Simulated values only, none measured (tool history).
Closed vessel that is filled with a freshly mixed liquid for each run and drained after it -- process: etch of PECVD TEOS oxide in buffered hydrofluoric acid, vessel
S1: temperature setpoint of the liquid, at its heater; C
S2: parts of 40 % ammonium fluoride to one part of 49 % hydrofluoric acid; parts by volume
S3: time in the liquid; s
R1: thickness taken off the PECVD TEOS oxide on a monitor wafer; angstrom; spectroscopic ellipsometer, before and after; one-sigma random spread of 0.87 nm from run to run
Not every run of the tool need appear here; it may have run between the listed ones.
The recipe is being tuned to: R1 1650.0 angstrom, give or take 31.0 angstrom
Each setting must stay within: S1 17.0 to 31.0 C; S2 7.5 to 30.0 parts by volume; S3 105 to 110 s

| run | hour | S1 | S2 | S3 | R1 |
|---|---|---|---|---|---|
| 1 | 0.0 | 23.0 | 22.0 | 105 | 1403.0 |
| 2 | 7.2 | 23.5 | 22.0 | 105 | 1427.7 |
| 3 | 12.2 | 23.5 | 19.5 | 105 | 1556.7 |
| 4 | 20.1 | 22.0 | 19.5 | 105 | 1416.3 |
| 5 | 22.6 | 22.0 | 15.5 | 105 | 1781.2 |
| 6 | 26.1 | 19.0 | 15.5 | 105 | 1507.2 |
| 7 | 34.9 | 21.0 | 15.5 | 105 | 1701.1 |
|  | 37.1 | hydrofluoric acid flow meter replaced |
| 8 | 37.1 | 20.5 | 15.5 | 105 | 1711.4 |

Which of these 4 next moves meets every target?
| A | 39.3 | 21.5 | 16.0 | 105 | ? |
| B | 39.3 | 20.5 | 16.5 | 110 | ? |
| C | 39.3 | 17.0 | 12.0 | 105 | ? |
| D | 39.3 | 18.0 | 14.0 | 105 | ? |

| move | R1 |
|---|---|
| A | 1793.0 |
| B | 1723.5 |
| C | 1845.7 |
| D | 1679.8 |
A: moves away from the targets compared with the last run
B: moves away from the targets compared with the last run
C: moves away from the targets compared with the last run
D: every result within its allowed miss
The right move is D.

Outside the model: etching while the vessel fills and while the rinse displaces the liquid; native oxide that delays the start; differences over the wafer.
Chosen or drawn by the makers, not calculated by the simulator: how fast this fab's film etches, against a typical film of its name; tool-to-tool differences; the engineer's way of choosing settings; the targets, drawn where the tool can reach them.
